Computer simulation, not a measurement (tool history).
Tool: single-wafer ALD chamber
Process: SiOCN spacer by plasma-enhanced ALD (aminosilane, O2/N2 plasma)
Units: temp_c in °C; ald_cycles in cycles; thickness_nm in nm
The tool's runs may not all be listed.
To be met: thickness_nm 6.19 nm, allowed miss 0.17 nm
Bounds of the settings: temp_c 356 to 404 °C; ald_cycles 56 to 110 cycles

run	hour	temp_c	ald_cycles	thickness_nm
1	0	380	83	4.9734
2	4.7	380	85	5.0704
3	9.6	380	87	5.1798
4	15.7	380	89	5.3255
5	18.1	374	89	5.2537
6	19	367	89	5.2981
7	23.4	367	91	5.4136
8	31.5	367	92	5.5013
9	40.2	367	93	5.5491

5 next moves are on the table. One of them brings every result within its allowed miss. Which?
A	48.9	368	97	?
B	48.9	365	96	?
C	48.9	358	105	?
D	48.9	372	95	?
E	48.9	358	79	?

move	thickness_nm
A	5.757
B	5.6977
C	6.2318
D	5.6383
E	4.6887
A: nearer than the last run, and not there yet
B: nearer than the last run, and not there yet
C: meets every target
D: nearer than the last run, and not there yet
E: further off than the last run
The right move is C.

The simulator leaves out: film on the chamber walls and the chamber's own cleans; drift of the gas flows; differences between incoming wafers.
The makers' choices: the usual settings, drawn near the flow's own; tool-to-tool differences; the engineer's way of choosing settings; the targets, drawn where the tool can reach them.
